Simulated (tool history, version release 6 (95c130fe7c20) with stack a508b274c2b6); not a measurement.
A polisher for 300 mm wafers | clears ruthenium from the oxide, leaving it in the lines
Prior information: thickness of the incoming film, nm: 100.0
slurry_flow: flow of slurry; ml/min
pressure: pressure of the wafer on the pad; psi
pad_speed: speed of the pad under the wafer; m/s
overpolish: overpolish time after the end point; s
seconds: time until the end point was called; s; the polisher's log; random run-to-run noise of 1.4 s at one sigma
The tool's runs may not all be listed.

run	hour	slurry_flow	pressure	pad_speed	overpolish	seconds
1	0	165	1.9	1.16	4	78.979
2	5.6	165	2.1	1.16	4	70.41
3	7.1	165	1.9	1.16	4	79.245
4	8.8	165	1.9	1.44	4	64.122
5	13.6	140	1.9	1.44	4	66.661
6	17.8	135	1.6	1.44	4	77.016
7	20.1	130	1.4	1.42	4	91.378
8	25.6	125	1.3	1.42	4	98.459
9	28.8	125	1.2	1.42	4	106.22

Forecast run 10:
10	35.9	120	1	1.42	4	?

{"run 10": {"seconds": 127.63}}
